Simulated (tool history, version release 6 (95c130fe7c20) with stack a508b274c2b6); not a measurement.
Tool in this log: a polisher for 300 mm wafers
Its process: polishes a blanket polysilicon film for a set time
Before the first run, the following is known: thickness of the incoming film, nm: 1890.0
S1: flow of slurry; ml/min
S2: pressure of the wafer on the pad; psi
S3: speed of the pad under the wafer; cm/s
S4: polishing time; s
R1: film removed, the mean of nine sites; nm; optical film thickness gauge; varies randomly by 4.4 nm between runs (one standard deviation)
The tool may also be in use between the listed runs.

{"run": 1, "day": 0.0, "S1": 300, "S2": 2.9, "S3": 114, "S4": 20, "R1": 213.17}
{"run": 2, "day": 0.125, "S1": 300, "S2": 2.6, "S3": 114, "S4": 20, "R1": 196.91}
{"run": 3, "day": 0.312, "S1": 240, "S2": 2.6, "S3": 114, "S4": 20, "R1": 189.38}
{"run": 4, "day": 0.629, "S1": 240, "S2": 2.9, "S3": 114, "S4": 20, "R1": 213.08}
{"run": 5, "day": 0.867, "S1": 240, "S2": 3.1, "S3": 114, "S4": 20, "R1": 221.07}
{"run": 6, "day": 0.971, "S1": 240, "S2": 3.1, "S3": 90, "S4": 20, "R1": 180.08}
{"run": 7, "day": 1.196, "S1": 245, "S2": 3.9, "S3": 108, "S4": 20, "R1": 261.96}
{"run": 8, "day": 1.254, "S1": 245, "S2": 4, "S3": 110, "S4": 20, "R1": 280.56}

Run 9 has not been measured yet. What should we expect?
{"run": 9, "day": 1.617, "S1": 245, "S2": 4.1, "S3": 110, "S4": 20, "R1": "?"}

{"run 9": {"R1": 285.2}}
